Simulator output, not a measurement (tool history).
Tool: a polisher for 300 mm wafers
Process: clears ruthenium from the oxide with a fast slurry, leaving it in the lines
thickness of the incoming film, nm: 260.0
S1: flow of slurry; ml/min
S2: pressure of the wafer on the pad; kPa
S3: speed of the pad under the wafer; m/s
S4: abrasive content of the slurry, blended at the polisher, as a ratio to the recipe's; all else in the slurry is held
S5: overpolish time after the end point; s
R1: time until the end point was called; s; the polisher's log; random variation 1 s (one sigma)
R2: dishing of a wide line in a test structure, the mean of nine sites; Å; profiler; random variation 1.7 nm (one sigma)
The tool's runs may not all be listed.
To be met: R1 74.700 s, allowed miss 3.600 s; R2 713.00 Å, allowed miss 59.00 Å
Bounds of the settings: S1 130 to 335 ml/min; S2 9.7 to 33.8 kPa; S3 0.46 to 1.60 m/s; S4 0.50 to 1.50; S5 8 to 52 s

run	hour	S1	S2	S3	S4	S5	R1	R2
1	0.0	215	21.4	1.02	1.00	26	45.841	972.79
2	8.4	215	21.4	1.20	1.00	26	39.902	1042.80
3	12.4	260	21.4	1.20	1.00	26	37.893	1102.40
4	14.9	260	21.4	1.20	0.80	26	44.858	1032.20
5	23.3	255	18.6	1.18	0.80	26	49.313	898.34
6	31.9	255	18.6	1.18	0.60	26	63.358	757.91
7	38.9	240	17.9	1.18	0.60	27	65.217	759.47
8	43.3	230	17.2	1.18	0.60	28	67.635	756.18

Which of these 4 next moves meets every target?
A	47.7	245	16.5	1.08	0.65	33	?	?
B	47.7	235	14.5	0.98	0.65	26	?	?
C	47.7	295	17.2	1.28	0.50	29	?	?
D	47.7	230	17.9	1.20	0.65	23	?	?

move	R1	R2
A	69.705	803.81
B	83.282	568.47
C	74.102	688.40
D	60.529	671.70
A: nearer than the last run, and not there yet
B: takes the result that was furthest off past its target
C: meets every target
D: further off than the last run
Answer: C

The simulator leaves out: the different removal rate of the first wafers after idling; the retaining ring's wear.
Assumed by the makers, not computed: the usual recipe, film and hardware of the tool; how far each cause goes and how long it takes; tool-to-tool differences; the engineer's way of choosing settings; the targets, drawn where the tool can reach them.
